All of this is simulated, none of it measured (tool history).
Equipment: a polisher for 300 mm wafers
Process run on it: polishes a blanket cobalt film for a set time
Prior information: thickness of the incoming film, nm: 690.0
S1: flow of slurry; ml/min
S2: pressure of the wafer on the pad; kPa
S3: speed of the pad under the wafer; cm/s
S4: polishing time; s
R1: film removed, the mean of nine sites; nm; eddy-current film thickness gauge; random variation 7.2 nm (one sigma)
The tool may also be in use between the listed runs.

run	hour	S1	S2	S3	S4	R1
1	0	300	13.8	88	72	382.68
2	1.7	300	15.2	88	72	426.07
3	8.7	365	15.2	88	72	426.01
4	10.9	325	15.2	88	72	424.05
5	16.2	395	15.2	88	72	432.85
6	17	395	11.7	88	72	330.2
7	17.6	395	13.1	88	72	375.92
8	26.1	395	14.5	88	72	414.47
9	33.9	395	18.6	90	72	534.35

Predict the results of run 10:
10	39.3	395	19.3	90	72	?

R1: 569.23 nm
